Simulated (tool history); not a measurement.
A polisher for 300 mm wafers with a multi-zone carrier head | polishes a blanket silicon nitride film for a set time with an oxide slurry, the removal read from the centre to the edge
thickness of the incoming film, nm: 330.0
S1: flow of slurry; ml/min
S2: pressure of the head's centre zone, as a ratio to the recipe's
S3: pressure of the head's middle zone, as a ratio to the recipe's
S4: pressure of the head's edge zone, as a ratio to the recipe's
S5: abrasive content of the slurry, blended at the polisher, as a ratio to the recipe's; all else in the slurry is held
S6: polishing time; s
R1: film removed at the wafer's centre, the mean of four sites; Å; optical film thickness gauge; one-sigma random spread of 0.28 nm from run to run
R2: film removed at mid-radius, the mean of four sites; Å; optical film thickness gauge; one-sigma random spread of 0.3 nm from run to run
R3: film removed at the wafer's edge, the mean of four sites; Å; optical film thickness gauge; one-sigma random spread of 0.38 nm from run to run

{"run": 1, "day": 0.0, "S1": 295, "S2": 1.0, "S3": 1.0, "S4": 1.0, "S5": 1.0, "S6": 51, "R1": 480.49, "R2": 459.11, "R3": 488.39}
{"run": 2, "day": 0.338, "S1": 295, "S2": 1.0, "S3": 1.04, "S4": 1.0, "S5": 1.0, "S6": 51, "R1": 474.32, "R2": 470.93, "R3": 477.23}
{"run": 3, "day": 0.392, "S1": 295, "S2": 1.0, "S3": 1.09, "S4": 1.0, "S5": 1.0, "S6": 51, "R1": 485.23, "R2": 493.62, "R3": 481.4}
{"run": 4, "day": 0.55, "S1": 295, "S2": 1.0, "S3": 1.09, "S4": 1.05, "S5": 1.0, "S6": 51, "R1": 482.57, "R2": 483.07, "R3": 494.26}
{"run": 5, "day": 0.625, "S1": 225, "S2": 1.0, "S3": 1.09, "S4": 1.05, "S5": 1.0, "S6": 51, "R1": 475.69, "R2": 483.68, "R3": 478.46}
{"run": 6, "day": 0.792, "S1": 225, "S2": 1.0, "S3": 1.09, "S4": 1.05, "S5": 0.85, "S6": 51, "R1": 441.31, "R2": 447.77, "R3": 449.81}
{"run": 7, "day": 0.817, "S1": 215, "S2": 1.02, "S3": 1.06, "S4": 1.02, "S5": 0.75, "S6": 49, "R1": 397.6, "R2": 396.28, "R3": 404.7}
{"run": 8, "day": 0.908, "S1": 210, "S2": 1.05, "S3": 1.04, "S4": 0.98, "S5": 0.7, "S6": 48, "R1": 388.3, "R2": 360.11, "R3": 366.32}
{"run": 9, "day": 1.096, "S1": 210, "S2": 0.97, "S3": 0.94, "S4": 0.88, "S5": 0.5, "S6": 48, "R1": 299.2, "R2": 277.81, "R3": 291.48}

Forecast run 10:
{"run": 10, "day": 1.258, "S1": 225, "S2": 0.98, "S3": 0.94, "S4": 0.88, "S5": 0.5, "S6": 48, "R1": "?", "R2": "?", "R3": "?"}

For run 10 the tool returned R1 299.35 Å, R2 278.84 Å, R3 289.29 Å.
